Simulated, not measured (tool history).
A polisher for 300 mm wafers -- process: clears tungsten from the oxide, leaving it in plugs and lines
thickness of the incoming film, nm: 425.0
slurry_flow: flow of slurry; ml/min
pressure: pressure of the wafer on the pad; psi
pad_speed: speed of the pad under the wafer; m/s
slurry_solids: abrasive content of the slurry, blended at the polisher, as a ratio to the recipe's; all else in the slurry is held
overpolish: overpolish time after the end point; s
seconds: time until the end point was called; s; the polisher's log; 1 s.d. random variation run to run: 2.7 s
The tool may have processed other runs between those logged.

{"run": 1, "day": 0.0, "slurry_flow": 170, "pressure": 2.9, "pad_speed": 1, "slurry_solids": 1, "overpolish": 54, "seconds": 95.057}
{"run": 2, "day": 0.079, "slurry_flow": 170, "pressure": 2.5, "pad_speed": 0.98, "slurry_solids": 1, "overpolish": 54, "seconds": 113.54}
{"run": 3, "day": 0.388, "slurry_flow": 170, "pressure": 3.2, "pad_speed": 0.98, "slurry_solids": 1, "overpolish": 54, "seconds": 88.753}
{"run": 4, "day": 0.504, "slurry_flow": 170, "pressure": 2.7, "pad_speed": 0.96, "slurry_solids": 1, "overpolish": 54, "seconds": 104.73}
{"run": 5, "day": 0.654, "slurry_flow": 170, "pressure": 2.3, "pad_speed": 0.94, "slurry_solids": 1, "overpolish": 54, "seconds": 125.08}
{"run": 6, "day": 0.775, "slurry_flow": 170, "pressure": 2.3, "pad_speed": 0.94, "slurry_solids": 1, "overpolish": 54, "seconds": 126.89}

What does the tool deliver on the next run?
{"run": 7, "day": 0.825, "slurry_flow": 170, "pressure": 2.1, "pad_speed": 0.94, "slurry_solids": 1, "overpolish": 54, "seconds": "?"}

Run 7 gave seconds 137.92 s.
